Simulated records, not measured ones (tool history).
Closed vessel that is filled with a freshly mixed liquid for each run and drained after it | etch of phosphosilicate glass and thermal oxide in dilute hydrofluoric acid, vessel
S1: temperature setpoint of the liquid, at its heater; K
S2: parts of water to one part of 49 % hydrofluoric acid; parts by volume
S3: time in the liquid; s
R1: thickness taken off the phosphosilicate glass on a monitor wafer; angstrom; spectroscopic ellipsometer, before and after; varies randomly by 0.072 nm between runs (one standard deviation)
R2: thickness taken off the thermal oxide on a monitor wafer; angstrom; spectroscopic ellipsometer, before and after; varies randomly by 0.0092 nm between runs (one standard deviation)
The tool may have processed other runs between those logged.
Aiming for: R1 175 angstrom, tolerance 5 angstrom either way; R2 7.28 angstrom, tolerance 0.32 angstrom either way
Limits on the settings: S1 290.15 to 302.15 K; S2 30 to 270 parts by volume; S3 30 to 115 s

| run | hour | S1 | S2 | S3 | R1 | R2 |
|---|---|---|---|---|---|---|
| 1 | 0 | 294.15 | 150 | 60 | 327.51 | 13.632 |
| 2 | 3.6 | 293.65 | 155 | 60 | 306.79 | 12.973 |
| 3 | 12.4 | 293.65 | 155 | 80 | 412.26 | 16.998 |
| 4 | 18.3 | 293.65 | 205 | 80 | 295.31 | 12.432 |
| 5 | 25.4 | 293.15 | 210 | 80 | 283.7 | 11.72 |
| 6 | 30.4 | 293.15 | 265 | 80 | 214.01 | 8.7631 |
| 7 | 32.3 | 292.65 | 265 | 80 | 209.63 | 8.652 |
| 8 | 38.7 | 292.15 | 265 | 80 | 205.75 | 8.6733 |
| 9 | 45.3 | 292.65 | 270 | 75 | 191.05 | 8.1512 |
| 10 | 54.5 | 292.15 | 270 | 75 | 189.8 | 7.7671 |

Below are 4 possible settings for the next run. Only one of them brings all results inside the allowed miss of their targets. Which is it?
| A | 63.7 | 290.65 | 245 | 65 | ? | ? |
| B | 63.7 | 290.15 | 270 | 70 | ? | ? |
| C | 63.7 | 291.65 | 230 | 70 | ? | ? |
| D | 63.7 | 293.65 | 270 | 60 | ? | ? |

| move | R1 | R2 |
|---|---|---|
| A | 171.87 | 7.2628 |
| B | 161.27 | 6.8147 |
| C | 207.78 | 8.78 |
| D | 158.12 | 6.6817 |
A: in spec on every target
B: takes the result that was furthest off past its target
C: its largest miss is bigger than the last run's
D: takes the result that was furthest off past its target
So the answer is move A, the one that meets all the targets.
